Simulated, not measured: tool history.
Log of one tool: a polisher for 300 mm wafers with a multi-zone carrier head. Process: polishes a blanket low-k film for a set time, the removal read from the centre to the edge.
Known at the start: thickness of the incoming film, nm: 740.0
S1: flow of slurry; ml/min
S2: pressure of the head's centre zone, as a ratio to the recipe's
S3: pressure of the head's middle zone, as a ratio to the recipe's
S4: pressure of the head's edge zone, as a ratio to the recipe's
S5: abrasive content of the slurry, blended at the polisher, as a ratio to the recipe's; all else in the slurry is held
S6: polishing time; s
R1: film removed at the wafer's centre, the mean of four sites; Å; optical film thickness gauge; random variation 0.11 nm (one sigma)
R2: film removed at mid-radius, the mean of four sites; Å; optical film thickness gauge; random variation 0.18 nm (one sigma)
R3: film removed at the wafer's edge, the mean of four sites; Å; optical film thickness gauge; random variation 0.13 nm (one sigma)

{"run": 1, "day": 0.0, "S1": 170, "S2": 1, "S3": 1, "S4": 1, "S5": 1, "S6": 62, "R1": 262.03, "R2": 256.22, "R3": 246.99}
{"run": 2, "day": 0.325, "S1": 170, "S2": 1.01, "S3": 0.98, "S4": 0.98, "S5": 0.9, "S6": 58, "R1": 235.88, "R2": 230.87, "R3": 220.44}
{"run": 3, "day": 0.504, "S1": 170, "S2": 1.04, "S3": 0.95, "S4": 0.97, "S5": 0.85, "S6": 54, "R1": 220.6, "R2": 201.39, "R3": 197.2}
{"run": 4, "day": 0.746, "S1": 170, "S2": 1.04, "S3": 0.95, "S4": 0.97, "S5": 0.65, "S6": 54, "R1": 183.84, "R2": 169.18, "R3": 164.49}
{"run": 5, "day": 0.9, "S1": 170, "S2": 1.04, "S3": 0.95, "S4": 0.97, "S5": 0.85, "S6": 54, "R1": 221.76, "R2": 197.06, "R3": 197.19}
{"run": 6, "day": 1.267, "S1": 170, "S2": 1.04, "S3": 0.95, "S4": 0.97, "S5": 0.75, "S6": 54, "R1": 201.59, "R2": 186.57, "R3": 184.36}
{"run": 7, "day": 1.329, "S1": 170, "S2": 1.06, "S3": 0.94, "S4": 0.95, "S5": 0.7, "S6": 52, "R1": 189.87, "R2": 168.95, "R3": 166.72}
{"run": 8, "day": 1.412, "S1": 165, "S2": 1.07, "S3": 0.93, "S4": 0.93, "S5": 0.65, "S6": 51, "R1": 179.22, "R2": 155.86, "R3": 153.55}
{"run": 9, "day": 1.646, "S1": 115, "S2": 1.07, "S3": 0.85, "S4": 0.83, "S5": 0.55, "S6": 51, "R1": 143.66, "R2": 117.34, "R3": 122.24}

The next listed run, before its measurement:
{"run": 10, "day": 1.962, "S1": 120, "S2": 1.07, "S3": 0.86, "S4": 0.83, "S5": 0.55, "S6": 51, "R1": "?", "R2": "?", "R3": "?"}

{"run 10": {"R1": 145.51, "R2": 118.52, "R3": 124.38}}
